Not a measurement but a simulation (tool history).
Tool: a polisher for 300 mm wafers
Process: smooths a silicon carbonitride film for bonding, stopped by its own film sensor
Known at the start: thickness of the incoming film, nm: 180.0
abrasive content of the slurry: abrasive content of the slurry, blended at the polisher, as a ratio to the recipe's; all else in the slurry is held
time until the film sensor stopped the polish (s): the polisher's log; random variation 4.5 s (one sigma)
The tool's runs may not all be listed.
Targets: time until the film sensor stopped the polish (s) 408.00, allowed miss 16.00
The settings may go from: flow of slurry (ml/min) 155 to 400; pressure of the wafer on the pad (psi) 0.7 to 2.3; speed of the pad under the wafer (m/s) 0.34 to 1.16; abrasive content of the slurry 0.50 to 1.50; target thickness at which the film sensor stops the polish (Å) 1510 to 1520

run  hour  flow of slurry (ml/min)  pressure of the wafer on the pad (psi)  speed of the pad under the wafer (m/s)  abrasive content of the slurry  target thickness at which the film sensor stops the polish (Å)  time until the film sensor stopped the polish (s)
  1   0.0                      255                                     1.5                                    0.74                            1.00                                                            1520                                             195.61
  2   6.8                      255                                     1.4                                    0.72                            1.00                                                            1520                                             213.65
  3  12.9                      255                                     1.4                                    0.84                            1.00                                                            1520                                             189.18
  4  15.3                      255                                     1.1                                    0.84                            1.00                                                            1520                                             238.51
  5  20.2                      255                                     1.1                                    0.82                            1.00                                                            1520                                             240.71
  6  24.1                      255                                     1.1                                    0.80                            1.00                                                            1520                                             249.60
  7  29.1                      255                                     1.1                                    0.78                            1.00                                                            1520                                             248.76
  8  30.4                      255                                     1.1                                    0.76                            1.00                                                            1520                                             254.44
  9  33.9                      255                                     1.1                                    0.74                            1.00                                                            1520                                             261.28
 10  40.8                      255                                     1.1                                    0.72                            1.00                                                            1520                                             273.31
 11  42.7                      255                                     0.7                                    0.60                            1.00                                                            1520                                             476.29
 12  47.3                      255                                     0.9                                    0.60                            1.00                                                            1520                                             369.58

Which of these 4 next moves meets every target?
  A  51.9                      255                                     0.8                                    0.62                            1.10                                                            1510                                                  ?
  B  51.9                      255                                     1.1                                    0.54                            0.70                                                            1520                                                  ?
  C  51.9                      215                                     0.7                                    0.64                            1.10                                                            1520                                                  ?
  D  51.9                      240                                     1.2                                    0.44                            1.15                                                            1510                                                  ?

move  time until the film sensor stopped the polish (s)
   A                                             413.28
   B                                             374.88
   C                                             447.52
   D                                             366.32
A: meets every target
B: nearer than the last run, and not there yet
C: takes the result that was furthest off past its target
D: further off than the last run
Move A is the one to make.
